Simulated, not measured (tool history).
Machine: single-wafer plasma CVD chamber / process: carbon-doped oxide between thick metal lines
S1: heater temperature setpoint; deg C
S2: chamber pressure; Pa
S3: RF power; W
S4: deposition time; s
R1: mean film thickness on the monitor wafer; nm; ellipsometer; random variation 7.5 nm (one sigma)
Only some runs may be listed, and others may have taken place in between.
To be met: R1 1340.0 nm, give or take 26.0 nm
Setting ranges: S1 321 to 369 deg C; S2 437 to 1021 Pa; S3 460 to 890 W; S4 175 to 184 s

| run | hour | S1 | S2 | S3 | S4 | R1 |
|---|---|---|---|---|---|---|
| 1 | 0.0 | 345 | 729 | 675 | 184 | 1136.4 |
| 2 | 3.5 | 345 | 640 | 675 | 184 | 1094.4 |
| 3 | 6.2 | 345 | 713 | 675 | 184 | 1119.8 |
| 4 | 7.0 | 338 | 713 | 675 | 184 | 1137.0 |
| 5 | 10.4 | 338 | 839 | 675 | 184 | 1179.2 |
|  | 14.3 | thermocouple changed; heater temperature recalibrated |
| 6 | 14.3 | 337 | 868 | 690 | 184 | 1192.2 |
| 7 | 20.1 | 336 | 891 | 710 | 184 | 1230.1 |
| 8 | 27.2 | 335 | 911 | 720 | 184 | 1253.8 |
| 9 | 33.6 | 334 | 928 | 725 | 184 | 1247.8 |
| 10 | 40.0 | 334 | 943 | 735 | 184 | 1261.3 |

Which of these 4 next moves meets every target?
| A | 46.4 | 337 | 931 | 775 | 180 | ? |
| B | 46.4 | 321 | 745 | 715 | 179 | ? |
| C | 46.4 | 327 | 905 | 785 | 182 | ? |
| D | 46.4 | 321 | 936 | 720 | 181 | ? |

| move | R1 |
|---|---|
| A | 1286.1 |
| B | 1235.4 |
| C | 1349.8 |
| D | 1293.6 |
A: closer than the last run, but not yet in spec
B: further off than the last run
C: each result inside its tolerance
D: closer than the last run, but not yet in spec
The move that meets every target is C.

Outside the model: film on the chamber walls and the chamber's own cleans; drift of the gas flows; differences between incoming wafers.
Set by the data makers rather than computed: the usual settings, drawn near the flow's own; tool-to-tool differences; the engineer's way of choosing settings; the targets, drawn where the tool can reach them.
